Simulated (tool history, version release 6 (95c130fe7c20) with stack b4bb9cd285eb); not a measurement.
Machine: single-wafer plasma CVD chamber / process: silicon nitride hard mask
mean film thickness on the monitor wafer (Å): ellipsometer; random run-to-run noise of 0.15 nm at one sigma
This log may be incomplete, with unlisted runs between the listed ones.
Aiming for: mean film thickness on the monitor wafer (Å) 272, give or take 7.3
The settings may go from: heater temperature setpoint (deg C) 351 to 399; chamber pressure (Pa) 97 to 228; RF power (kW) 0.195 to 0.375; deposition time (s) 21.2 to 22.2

run  hour  heater temperature setpoint (deg C)  chamber pressure (Pa)  RF power (kW)  deposition time (s)  mean film thickness on the monitor wafer (Å)
  1     0                                  375                    163          0.285                 22.2                                        235.19
  2   1.2                                  375                    163          0.285                 22.2                                        235.75
  3   3.9                                  375                    175           0.29                 22.2                                        243.91
  4   7.1                                  375                    175           0.29                 22.2                                        244.89
  5  14.3                                  375                    149           0.29                 22.2                                        228.92
  6  19.7                                  375                    128           0.29                 22.2                                        216.23
  7  23.9                                  375                    145          0.295                 22.2                                        226.71
  8  29.8                                  375                    160            0.3                 22.2                                         239.7
  9  32.5                                  375                    169          0.305                 22.2                                        245.19
 10  40.6                                  375                    179           0.31                 22.2                                        251.39
 11  43.4                                  375                    179           0.31                 22.2                                        256.78
 12  49.7                                  375                    183           0.31                 22.2                                        253.47
 13  50.7                                  375                    189          0.315                 22.2                                        259.87
 14  51.8                                  375                    193          0.315                 22.2                                        261.15
 15  58.8                                  375                    193          0.315                 22.2                                        260.75

Which single option among these 4 for the next run brings every result within its allowed miss of target? Just one does.
  A  65.8                                  375                    153           0.37                 21.2                                             ?
  B  65.8                                  373                    195          0.295                 21.2                                             ?
  C  65.8                                  364                    187            0.3                 21.6                                             ?
  D  65.8                                  389                    208           0.36                 21.2                                             ?

move  mean film thickness on the monitor wafer (Å)
   A                                        251.49
   B                                        240.41
   C                                        244.97
   D                                        272.06
A: its largest miss is bigger than the last run's
B: its largest miss is bigger than the last run's
C: its largest miss is bigger than the last run's
D: meets every target
Correct choice: D, which meets every target

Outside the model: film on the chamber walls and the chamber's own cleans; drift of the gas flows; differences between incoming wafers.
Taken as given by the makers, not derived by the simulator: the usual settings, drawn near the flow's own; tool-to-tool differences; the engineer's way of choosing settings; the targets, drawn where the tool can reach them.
